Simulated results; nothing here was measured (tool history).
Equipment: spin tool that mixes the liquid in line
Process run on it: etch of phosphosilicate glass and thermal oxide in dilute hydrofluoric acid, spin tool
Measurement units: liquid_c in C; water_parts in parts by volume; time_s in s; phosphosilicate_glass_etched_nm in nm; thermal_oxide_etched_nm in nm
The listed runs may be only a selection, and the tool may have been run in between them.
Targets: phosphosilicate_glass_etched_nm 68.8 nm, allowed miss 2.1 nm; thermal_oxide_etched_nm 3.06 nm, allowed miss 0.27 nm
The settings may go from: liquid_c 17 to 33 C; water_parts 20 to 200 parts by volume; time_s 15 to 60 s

run  hour  liquid_c  water_parts  time_s  phosphosilicate_glass_etched_nm  thermal_oxide_etched_nm
  1     0        25          110      30                            26.31                   1.1788
  2   6.8        25          110      35                            31.01                   1.4274
  3   8.3      26.5          100      35                           35.678                   1.5778
  4  10.8        30          100      35                           41.411                   1.8956
  5  19.6        32          100      35                           44.874                    1.966
  6  28.5        32          120      35                           35.618                   1.5883
  7  29.3        32          105      35                           42.249                   1.9739
  8    37        32          105      35                           42.584                   1.7978
  9  40.2      31.5           95      35                           46.031                   2.0882
 10  48.4        33           65      35                           74.901                   3.3998
 11  54.4      32.5           65      35                           74.111                   3.2826
     60.5  -- hydrofluoric acid flow meter replaced
 12  60.5        32           65      35                           79.572                   3.5408
 13  67.8        31           65      35                           76.664                   3.5523
 14  72.3      30.5           65      35                           75.786                   3.4143
 15  76.1        30           65      35                           73.525                   3.2876
 16  79.8      29.5           65      35                           71.836                    3.361

Which of these 4 next moves meets every target?
  A  83.5        33           80      40                                ?                        ?
  B  83.5        32           60      30                                ?                        ?
  C  83.5      18.5           40      35                                ?                        ?
  D  83.5        27           70      40                                ?                        ?

move  phosphosilicate_glass_etched_nm  thermal_oxide_etched_nm
   A                           75.659                     3.26
   B                           75.195                     3.24
   C                           78.022                   3.3618
   D                           69.721                   3.0041
A: the biggest miss grows against the last run
B: the biggest miss grows against the last run
C: the biggest miss grows against the last run
D: every result lands within tolerance
Move D is the one to make.
